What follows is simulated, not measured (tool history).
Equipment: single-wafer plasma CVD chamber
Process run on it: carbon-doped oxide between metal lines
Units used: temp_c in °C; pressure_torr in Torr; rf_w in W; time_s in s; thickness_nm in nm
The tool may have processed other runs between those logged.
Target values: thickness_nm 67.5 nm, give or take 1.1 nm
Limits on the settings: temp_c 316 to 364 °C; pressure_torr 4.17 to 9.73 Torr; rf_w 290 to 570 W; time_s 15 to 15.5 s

run,hour,temp_c,pressure_torr,rf_w,time_s,thickness_nm
1,0,340,6.95,430,15,80.862
2,1.5,340,6.95,385,15,73.54
3,7.1,340,6.95,385,15,73.537
4,14.9,344,6.74,380,15,71.744
5,23.5,344,6.74,335,15,64.471
6,30.9,342,6.85,335,15,64.898
7,37.9,340,6.95,335,15,65.451
8,43,338,7.03,335,15,65.872
9,50.4,337,7.09,335,15,66.053

5 next moves are on the table. One of them brings every result within its allowed miss. Which?
A,57.8,329,8.33,330,15,?
B,57.8,336,6.72,365,15,?
C,57.8,335,7.07,345,15.4,?
D,57.8,339,8.03,345,15.5,?
E,57.8,334,6.51,355,15.2,?

move,thickness_nm
A,67.699
B,71.233
C,70.055
D,70.475
E,70.498
A: in spec on every target
B: the result that was furthest off in the last run now lies on the other side of its target
C: the result that was furthest off in the last run now lies on the other side of its target
D: the result that was furthest off in the last run now lies on the other side of its target
E: the result that was furthest off in the last run now lies on the other side of its target
Move A is the one to make.
